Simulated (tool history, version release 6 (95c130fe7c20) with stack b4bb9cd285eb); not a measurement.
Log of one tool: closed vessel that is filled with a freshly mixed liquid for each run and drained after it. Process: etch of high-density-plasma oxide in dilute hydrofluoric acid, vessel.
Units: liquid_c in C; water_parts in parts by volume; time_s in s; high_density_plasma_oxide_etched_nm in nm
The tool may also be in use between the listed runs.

run    day  liquid_c  water_parts  time_s  high_density_plasma_oxide_etched_nm
  1  0.000      23.0          175    1380                               78.199
  2  0.125      23.0          175    1380                               78.413
  3  0.404      24.5          170    1380                               88.593
  4  0.675      27.0          170    1380                               95.047
  5  1.004      24.0          170    1380                               85.281
  6  1.112      24.0          205    1380                               68.159
  7  1.329      25.5          195    1380                               76.364
  8  1.429      26.5          185    1380                               86.209
  9  1.742      27.5          180    1380                               91.756
 10  2.088      28.0          175    1380                               94.328
 11  2.383      28.5          170    1380                              100.480

The next listed run, before its measurement:
 12  2.683      29.0          165    1380                                    ?

high_density_plasma_oxide_etched_nm: 105.460 nm
